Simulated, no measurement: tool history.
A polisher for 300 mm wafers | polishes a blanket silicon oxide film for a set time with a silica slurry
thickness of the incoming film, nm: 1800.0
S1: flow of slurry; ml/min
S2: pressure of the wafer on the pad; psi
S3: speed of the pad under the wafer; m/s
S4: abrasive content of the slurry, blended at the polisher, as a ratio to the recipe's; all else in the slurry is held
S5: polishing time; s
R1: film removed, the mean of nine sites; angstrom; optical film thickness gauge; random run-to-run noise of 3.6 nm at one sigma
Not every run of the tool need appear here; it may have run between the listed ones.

| run | hour | S1 | S2 | S3 | S4 | S5 | R1 |
|---|---|---|---|---|---|---|---|
| 1 | 0 | 145 | 4.7 | 1.24 | 1 | 46 | 1859.2 |
| 2 | 3.9 | 145 | 5 | 1.24 | 1 | 46 | 2028.6 |
| 3 | 6.2 | 145 | 5.2 | 1.24 | 1 | 46 | 2009.7 |
| 4 | 11.4 | 145 | 5.2 | 1.24 | 1 | 46 | 1997.2 |
| 5 | 16.2 | 145 | 5.2 | 1.24 | 0.85 | 46 | 1814.6 |
| 6 | 22.6 | 145 | 5.6 | 1.26 | 0.85 | 46 | 1950.3 |
| 7 | 25.7 | 145 | 5.9 | 1.28 | 0.85 | 46 | 2124.2 |
| 8 | 32.3 | 145 | 6.1 | 1.28 | 0.85 | 46 | 2176.7 |
| 9 | 41.2 | 145 | 6.2 | 1.28 | 0.85 | 46 | 2200.2 |

Run 10, settings as shown, results not yet in. Your forecast:
| 10 | 43.2 | 145 | 6.3 | 1.28 | 0.85 | 46 | ? |

Run 10 measured R1 2247.6 angstrom.
